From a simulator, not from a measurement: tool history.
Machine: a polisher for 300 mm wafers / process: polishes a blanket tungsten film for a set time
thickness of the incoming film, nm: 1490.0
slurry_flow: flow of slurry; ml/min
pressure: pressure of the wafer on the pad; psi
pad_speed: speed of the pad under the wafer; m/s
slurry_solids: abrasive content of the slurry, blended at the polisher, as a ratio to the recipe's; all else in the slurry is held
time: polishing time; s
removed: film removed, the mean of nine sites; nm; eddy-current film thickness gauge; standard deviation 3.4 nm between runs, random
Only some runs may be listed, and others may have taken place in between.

run 1 hour=0 | slurry_flow=145 pressure=4.1 pad_speed=1.32 slurry_solids=1 time=31 | removed=172.67
run 2 hour=7 | slurry_flow=145 pressure=4.1 pad_speed=1.32 slurry_solids=1.1 time=31 | removed=175.36
run 3 hour=8 | slurry_flow=145 pressure=4.3 pad_speed=1.32 slurry_solids=1.1 time=31 | removed=183.68
run 4 hour=12.1 | slurry_flow=145 pressure=4.3 pad_speed=1.32 slurry_solids=1.3 time=31 | removed=189.29
run 5 hour=13.8 | slurry_flow=120 pressure=4.3 pad_speed=1.32 slurry_solids=1.3 time=31 | removed=184.39
run 6 hour=15.1 | slurry_flow=120 pressure=4.3 pad_speed=1.58 slurry_solids=1.3 time=31 | removed=215.01
run 7 hour=20.5 | slurry_flow=120 pressure=4.4 pad_speed=1.58 slurry_solids=1.3 time=31 | removed=220.44

For run 8, what comes out?
run 8 hour=21.8 | slurry_flow=120 pressure=4.5 pad_speed=1.58 slurry_solids=1.3 time=31 | removed=?

removed: 228.82 nm
